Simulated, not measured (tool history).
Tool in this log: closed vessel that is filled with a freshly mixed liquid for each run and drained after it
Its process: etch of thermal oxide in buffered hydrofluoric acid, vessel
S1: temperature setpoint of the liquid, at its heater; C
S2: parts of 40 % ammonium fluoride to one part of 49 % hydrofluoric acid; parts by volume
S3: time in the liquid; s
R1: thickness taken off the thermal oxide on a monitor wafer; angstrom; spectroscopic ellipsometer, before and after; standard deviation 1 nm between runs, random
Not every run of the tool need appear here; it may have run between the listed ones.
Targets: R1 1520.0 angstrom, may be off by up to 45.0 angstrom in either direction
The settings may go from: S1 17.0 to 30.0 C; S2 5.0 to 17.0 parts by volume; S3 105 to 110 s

Run 1, hour 0.0: S1 22.0 C, S2 10.5 parts by volume, S3 105 s. Result: R1 1144.3 angstrom.
Run 2, hour 8.1: S1 22.0 C, S2 11.5 parts by volume, S3 105 s. Result: R1 1045.5 angstrom.
Run 3, hour 10.2: S1 22.0 C, S2 11.5 parts by volume, S3 110 s. Result: R1 1089.0 angstrom.
Run 4, hour 11.5: S1 22.5 C, S2 11.5 parts by volume, S3 110 s. Result: R1 1122.0 angstrom.
Run 5, hour 16.7: S1 23.5 C, S2 11.5 parts by volume, S3 110 s. Result: R1 1168.5 angstrom.
Run 6, hour 24.9: S1 24.0 C, S2 11.5 parts by volume, S3 110 s. Result: R1 1227.8 angstrom.
Run 7, hour 29.1: S1 24.5 C, S2 11.5 parts by volume, S3 110 s. Result: R1 1229.5 angstrom.
Run 8, hour 34.9: S1 25.0 C, S2 11.5 parts by volume, S3 110 s. Result: R1 1283.5 angstrom.
Run 9, hour 42.7: S1 25.5 C, S2 11.5 parts by volume, S3 110 s. Result: R1 1319.0 angstrom.
Run 10, hour 48.4: S1 26.0 C, S2 11.5 parts by volume, S3 110 s. Result: R1 1361.3 angstrom.

5 candidate next runs follow, results not yet known. Just one meets every target within its allowed miss. Identify it.
Run A, hour 54.1: S1 22.5 C, S2 10.5 parts by volume, S3 110 s. Result: R1 ?.
Run B, hour 54.1: S1 24.0 C, S2 8.5 parts by volume, S3 105 s. Result: R1 ?.
Run C, hour 54.1: S1 25.5 C, S2 10.0 parts by volume, S3 105 s. Result: R1 ?.
Run D, hour 54.1: S1 22.0 C, S2 10.5 parts by volume, S3 110 s. Result: R1 ?.
Run E, hour 54.1: S1 29.5 C, S2 14.5 parts by volume, S3 110 s. Result: R1 ?.

move      R1
   A  1225.2
   B  1513.7
   C  1444.3
   D  1191.8
   E  1303.1
A: the biggest miss grows against the last run
B: every result lands within tolerance
C: better than the last run, though not everything is in spec
D: the biggest miss grows against the last run
E: the biggest miss grows against the last run
Move B is the one to make.
